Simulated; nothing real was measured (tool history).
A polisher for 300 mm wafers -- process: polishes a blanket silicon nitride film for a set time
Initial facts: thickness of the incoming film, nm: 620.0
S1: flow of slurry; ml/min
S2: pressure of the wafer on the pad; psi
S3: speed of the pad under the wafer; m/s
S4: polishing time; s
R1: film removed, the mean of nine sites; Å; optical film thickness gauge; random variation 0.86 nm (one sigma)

| run | hour | S1 | S2 | S3 | S4 | R1 |
|---|---|---|---|---|---|---|
| 1 | 0.0 | 140 | 2.6 | 1.12 | 105 | 1551.5 |
| 2 | 2.4 | 170 | 2.6 | 1.12 | 105 | 1579.9 |
| 3 | 4.2 | 170 | 2.6 | 1.24 | 105 | 1766.2 |
| 4 | 7.5 | 170 | 2.3 | 1.24 | 105 | 1596.3 |
| 5 | 11.0 | 170 | 2.3 | 1.24 | 110 | 1702.7 |
| 6 | 18.4 | 170 | 2.5 | 1.24 | 110 | 1800.4 |
| 7 | 25.0 | 165 | 2.1 | 1.24 | 110 | 1570.8 |
| 8 | 28.1 | 160 | 1.9 | 1.24 | 110 | 1481.2 |
| 9 | 37.0 | 155 | 1.7 | 1.24 | 110 | 1389.1 |
| 10 | 46.0 | 150 | 1.6 | 1.24 | 110 | 1344.0 |

What will run 11 give?
| 11 | 52.3 | 150 | 1.5 | 1.24 | 110 | ? |

R1: 1304.4 Å

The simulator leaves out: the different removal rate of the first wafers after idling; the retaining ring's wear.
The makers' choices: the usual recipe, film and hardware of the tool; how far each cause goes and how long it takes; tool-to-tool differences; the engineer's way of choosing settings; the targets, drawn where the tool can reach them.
